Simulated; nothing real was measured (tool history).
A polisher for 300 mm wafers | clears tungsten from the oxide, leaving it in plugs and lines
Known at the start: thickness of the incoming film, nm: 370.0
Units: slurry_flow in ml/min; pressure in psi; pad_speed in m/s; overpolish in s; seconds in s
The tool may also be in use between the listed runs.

run 1 hour=0 | slurry_flow=225 pressure=3.9 pad_speed=0.84 slurry_solids=1 overpolish=41 | seconds=93.635
run 2 hour=3.2 | slurry_flow=225 pressure=3.9 pad_speed=0.96 slurry_solids=1 overpolish=41 | seconds=84.771
run 3 hour=11.6 | slurry_flow=225 pressure=3.9 pad_speed=0.96 slurry_solids=1.15 overpolish=41 | seconds=83.833
run 4 hour=19.2 | slurry_flow=220 pressure=3.4 pad_speed=0.88 slurry_solids=1.15 overpolish=41 | seconds=100.75
run 5 hour=25.8 | slurry_flow=215 pressure=3 pad_speed=0.8 slurry_solids=1.15 overpolish=41 | seconds=124.14
run 6 hour=30.2 | slurry_flow=215 pressure=3 pad_speed=0.8 slurry_solids=1.3 overpolish=41 | seconds=120.88

The next listed run, before its measurement:
run 7 hour=35.1 | slurry_flow=215 pressure=2.7 pad_speed=0.76 slurry_solids=1.3 overpolish=41 | seconds=?

{"run 7": {"seconds": 141.89}}
